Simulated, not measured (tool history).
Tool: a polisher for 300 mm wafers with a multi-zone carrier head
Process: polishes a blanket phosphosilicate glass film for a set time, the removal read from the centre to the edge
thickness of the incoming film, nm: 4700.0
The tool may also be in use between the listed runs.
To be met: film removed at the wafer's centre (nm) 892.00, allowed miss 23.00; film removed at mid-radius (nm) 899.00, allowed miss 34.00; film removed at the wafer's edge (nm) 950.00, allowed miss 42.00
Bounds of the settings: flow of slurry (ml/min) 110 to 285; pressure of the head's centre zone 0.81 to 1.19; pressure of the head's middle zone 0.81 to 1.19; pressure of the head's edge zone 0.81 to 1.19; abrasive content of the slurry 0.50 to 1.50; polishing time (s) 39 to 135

run	hour	flow of slurry (ml/min)	pressure of the head's centre zone	pressure of the head's middle zone	pressure of the head's edge zone	abrasive content of the slurry	polishing time (s)	film removed at the wafer's centre (nm)	film removed at mid-radius (nm)	film removed at the wafer's edge (nm)
1	0.0	180	1.00	1.00	1.00	1.00	87	726.69	725.54	730.91
2	3.6	180	1.00	1.00	1.00	1.00	74	611.76	624.70	601.75
3	8.1	180	1.00	1.00	1.00	1.10	74	653.59	649.57	624.85
4	11.8	170	0.98	1.00	1.05	1.25	79	706.64	727.16	725.88
5	14.2	170	0.98	1.00	0.98	1.25	79	703.54	727.25	716.60
6	18.4	170	0.98	1.06	0.98	1.25	79	708.59	766.60	706.15
7	20.2	170	0.98	1.06	0.98	1.25	79	705.10	755.43	707.56
8	25.0	175	0.98	1.03	1.01	1.35	82	761.54	806.94	776.68
9	27.8	180	0.98	1.01	1.04	1.40	84	801.64	831.81	820.41
10	32.9	185	0.98	0.99	1.06	1.45	86	835.23	832.80	863.76
11	36.4	235	0.98	1.03	1.15	1.50	87	896.75	941.48	938.10

Which of these 5 next moves meets every target?
A	39.9	245	0.99	1.08	1.13	1.35	90	?	?	?
B	39.9	285	0.99	1.16	1.17	1.50	82	?	?	?
C	39.9	280	0.95	1.05	1.07	1.40	91	?	?	?
D	39.9	235	0.94	0.94	1.09	1.50	90	?	?	?
E	39.9	230	0.95	1.05	1.14	1.40	96	?	?	?

move	film removed at the wafer's centre (nm)	film removed at mid-radius (nm)	film removed at the wafer's edge (nm)
A	901.11	987.77	917.11
B	876.07	1018.00	893.78
C	905.16	1008.10	937.52
D	884.12	909.91	941.83
E	925.40	1034.00	988.91
A: further off than the last run
B: further off than the last run
C: further off than the last run
D: meets every target
E: further off than the last run
The right move is D.

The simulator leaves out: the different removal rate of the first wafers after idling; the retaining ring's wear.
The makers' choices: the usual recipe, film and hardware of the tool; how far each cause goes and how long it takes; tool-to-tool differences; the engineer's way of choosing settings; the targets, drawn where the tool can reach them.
